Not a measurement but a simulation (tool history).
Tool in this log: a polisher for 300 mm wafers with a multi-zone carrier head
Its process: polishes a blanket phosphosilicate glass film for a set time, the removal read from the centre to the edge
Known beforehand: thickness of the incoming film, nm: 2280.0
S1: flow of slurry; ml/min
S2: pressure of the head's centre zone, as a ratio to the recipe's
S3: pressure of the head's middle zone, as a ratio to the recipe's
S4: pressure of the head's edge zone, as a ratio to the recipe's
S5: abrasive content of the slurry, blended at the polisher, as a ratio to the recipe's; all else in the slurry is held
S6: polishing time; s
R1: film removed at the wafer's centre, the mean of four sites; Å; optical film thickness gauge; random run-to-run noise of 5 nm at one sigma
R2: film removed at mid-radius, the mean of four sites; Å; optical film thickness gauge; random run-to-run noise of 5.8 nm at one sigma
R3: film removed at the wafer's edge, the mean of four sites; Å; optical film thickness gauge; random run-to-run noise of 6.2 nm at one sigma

Run 1, hour 0: S1 175 ml/min, S2 1, S3 1, S4 1, S5 1, S6 65 s. Result: R1 9456.5 Å, R2 9609.8 Å, R3 9372.1 Å.
Run 2, hour 7.7: S1 175 ml/min, S2 1.05, S3 1, S4 1, S5 1, S6 65 s. Result: R1 9848.8 Å, R2 9673.5 Å, R3 9690.8 Å.
Run 3, hour 8.4: S1 175 ml/min, S2 1.05, S3 1, S4 1, S5 1, S6 57 s. Result: R1 8692.6 Å, R2 8525 Å, R3 8354.1 Å.
Run 4, hour 13.9: S1 160 ml/min, S2 0.97, S3 1.01, S4 1.02, S5 0.85, S6 55 s. Result: R1 6678.8 Å, R2 7217.8 Å, R3 7016.1 Å.
Run 5, hour 16.4: S1 160 ml/min, S2 0.97, S3 1.01, S4 1.02, S5 0.85, S6 65 s. Result: R1 7977.5 Å, R2 8537.4 Å, R3 8353 Å.
Run 6, hour 24.7: S1 150 ml/min, S2 0.92, S3 1.01, S4 1, S5 0.75, S6 64 s. Result: R1 6693.9 Å, R2 7228.2 Å, R3 7186.7 Å.
Run 7, hour 25.2: S1 110 ml/min, S2 0.82, S3 1.11, S4 0.96, S5 0.55, S6 62 s. Result: R1 3396.9 Å, R2 4537.5 Å, R3 4192.6 Å.
Run 8, hour 33.8: S1 145 ml/min, S2 0.82, S3 1.09, S4 0.97, S5 0.55, S6 62 s. Result: R1 3688.6 Å, R2 4799.1 Å, R3 4376.1 Å.

Predict the results of run 9:
Run 9, hour 35.4: S1 160 ml/min, S2 0.84, S3 1.09, S4 1.02, S5 0.55, S6 62 s. Result: R1 ?, R2 ?, R3 ?.

R1: 3918.3 Å
R2: 4884.8 Å
R3: 4607.3 Å

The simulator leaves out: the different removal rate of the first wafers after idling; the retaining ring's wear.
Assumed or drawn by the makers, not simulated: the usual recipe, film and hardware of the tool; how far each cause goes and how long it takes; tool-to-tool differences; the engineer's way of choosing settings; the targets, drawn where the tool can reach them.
